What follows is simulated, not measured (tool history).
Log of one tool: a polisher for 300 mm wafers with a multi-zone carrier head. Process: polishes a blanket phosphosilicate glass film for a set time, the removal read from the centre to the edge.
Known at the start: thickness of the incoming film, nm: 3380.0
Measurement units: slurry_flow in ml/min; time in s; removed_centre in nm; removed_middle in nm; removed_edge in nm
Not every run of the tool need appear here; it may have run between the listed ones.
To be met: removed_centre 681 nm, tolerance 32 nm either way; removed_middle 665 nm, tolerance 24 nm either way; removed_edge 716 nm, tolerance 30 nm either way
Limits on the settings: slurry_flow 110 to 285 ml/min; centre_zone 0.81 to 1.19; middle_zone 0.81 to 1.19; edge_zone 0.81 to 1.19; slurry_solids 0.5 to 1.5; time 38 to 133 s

run	hour	slurry_flow	centre_zone	middle_zone	edge_zone	slurry_solids	time	removed_centre	removed_middle	removed_edge
1	0	180	1	1	1	1	85	902.8	893.55	898.79
2	8.3	180	1	1	1	0.9	85	831.32	815.94	824.08
3	16	225	1	1	1	0.9	85	862.87	842.87	843.48
4	18.2	225	0.94	1	1	0.9	85	795.97	842.03	845.05
5	22.4	225	0.94	0.99	0.99	0.9	85	795.83	843.31	842
6	27.3	225	0.94	0.99	1.05	0.9	85	806.97	816.71	858.02
7	28.9	225	0.94	0.99	1.05	0.9	85	811.59	820.01	874.27
8	31.7	225	0.94	0.98	1.04	0.9	85	803.54	810.66	837.06
9	39.5	225	0.93	0.96	1.04	0.9	85	789.36	815.35	852
10	43.4	225	0.93	0.95	1.04	0.85	85	775.84	789.82	808.99
11	50.7	225	0.92	0.94	1.05	0.85	85	752.79	774.34	828.29
12	59.5	225	0.92	0.93	1.05	0.85	85	751.31	757.41	842.36
13	67.6	225	0.92	0.93	1.04	0.85	85	733.86	761.23	827.48
14	71.5	175	0.96	0.85	0.94	0.75	85	660.1	610.61	668.13
15	74.3	180	0.96	0.85	0.94	0.75	85	672.13	616.1	693.11

Of the 4 settings listed for the next run, only one would bring every result within its allowed miss of target. Which one?
A	77.1	155	0.99	0.83	1	0.9	75	?	?	?
B	77.1	235	1	0.81	0.86	0.65	92	?	?	?
C	77.1	155	1.13	0.82	0.98	0.65	94	?	?	?
D	77.1	175	0.95	0.92	0.98	0.6	114	?	?	?

move	removed_centre	removed_middle	removed_edge
A	686.62	610.6	725.03
B	666.1	570.51	632.84
C	713.21	549.32	652.92
D	669.39	673.44	721.75
A: misses by more than the last run did
B: misses by more than the last run did
C: misses by more than the last run did
D: hits every target within its allowed miss
Correct choice: D, which meets every target

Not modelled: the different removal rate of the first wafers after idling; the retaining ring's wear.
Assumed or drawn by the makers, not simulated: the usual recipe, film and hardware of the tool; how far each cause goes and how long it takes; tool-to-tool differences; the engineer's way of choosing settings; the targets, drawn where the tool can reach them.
